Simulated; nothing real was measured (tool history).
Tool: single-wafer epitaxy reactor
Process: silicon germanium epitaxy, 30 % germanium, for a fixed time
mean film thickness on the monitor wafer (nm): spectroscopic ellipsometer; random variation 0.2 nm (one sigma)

run	day	wafer temperature setpoint (pyrometer-controlled) (deg C)	chamber pressure (mTorr)	mean film thickness on the monitor wafer (nm)
1	0	615	17300	64.324
2	0.25	606	17300	55.745
3	0.333	600	17300	50.392
4	0.5	600	14400	47.644
5	0.646	606	14500	52.68
6	0.771	606	16000	54.336
7	1.071	610	16100	57.943

Forecast run 8:
8	1.438	622	16400	?

mean film thickness on the monitor wafer (nm): 70.482
